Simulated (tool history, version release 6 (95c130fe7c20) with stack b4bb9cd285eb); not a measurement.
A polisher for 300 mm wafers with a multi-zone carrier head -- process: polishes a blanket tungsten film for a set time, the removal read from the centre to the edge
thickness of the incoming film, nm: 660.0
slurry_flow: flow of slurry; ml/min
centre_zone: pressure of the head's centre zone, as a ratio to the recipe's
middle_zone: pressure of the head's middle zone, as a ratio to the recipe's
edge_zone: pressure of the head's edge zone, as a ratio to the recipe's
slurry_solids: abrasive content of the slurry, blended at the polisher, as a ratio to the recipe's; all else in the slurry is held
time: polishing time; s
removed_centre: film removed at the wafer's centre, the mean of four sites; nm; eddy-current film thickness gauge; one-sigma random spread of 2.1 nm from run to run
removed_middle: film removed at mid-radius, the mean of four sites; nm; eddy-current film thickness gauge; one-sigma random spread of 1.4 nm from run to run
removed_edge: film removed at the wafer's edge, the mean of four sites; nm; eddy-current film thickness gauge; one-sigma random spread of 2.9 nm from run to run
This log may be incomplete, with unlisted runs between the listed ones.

run,day,slurry_flow,centre_zone,middle_zone,edge_zone,slurry_solids,time,removed_centre,removed_middle,removed_edge
1,0,125,1,1,1,1,42,291.88,278.38,278.63
2,0.204,120,1.01,0.99,0.97,0.9,42,285.36,265.21,267.03
3,0.3,120,1.01,0.92,0.97,0.9,42,285.81,250.48,268.03
4,0.6,120,1.01,0.92,0.97,1,42,287.75,255.48,265.67
5,0.942,120,1.01,0.92,0.97,1,48,325.1,292.17,304.6
6,1.283,150,1.01,0.92,0.97,1,48,345.41,307.26,320.98
7,1.412,140,1.02,0.92,0.94,0.9,47,336.18,292.75,302.45
8,1.771,115,1.01,0.89,0.84,0.65,37,233.97,199.91,207.33
9,2.017,120,1.01,0.89,0.84,0.65,37,234.66,202.08,212.1

Run 10 comes next. What will it give?
10,2.054,125,1.02,0.9,0.84,0.65,37,?,?,?

{"run 10": {"removed_centre": 237.75, "removed_middle": 205.67, "removed_edge": 210.35}}
